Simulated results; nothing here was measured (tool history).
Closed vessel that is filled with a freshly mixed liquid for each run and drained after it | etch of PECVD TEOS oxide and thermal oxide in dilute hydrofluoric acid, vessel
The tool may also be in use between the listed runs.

run	hour	temperature setpoint of the liquid (K)	parts of water to one part of 49 % hydrofluoric acid (parts by volume)	time in the liquid (s)	thickness taken off the PECVD TEOS oxide on a monitor wafer (nm)	thickness taken off the thermal oxide on a monitor wafer (nm)
1	0	295.15	155	835	60.504	19.383
2	6.8	295.15	155	620	44.48	14.3
3	9.7	295.15	155	965	69.009	22.302
4	15.4	295.15	200	965	52.007	16.106
5	24.2	295.15	150	965	72.935	23.387
6	31.1	295.15	125	965	91.027	28.746
7	35.5	294.15	145	965	73.007	23.048

Forecast run 8:
8	38.9	293.65	160	960	?	?

thickness taken off the PECVD TEOS oxide on a monitor wafer (nm): 63.361
thickness taken off the thermal oxide on a monitor wafer (nm): 19.986
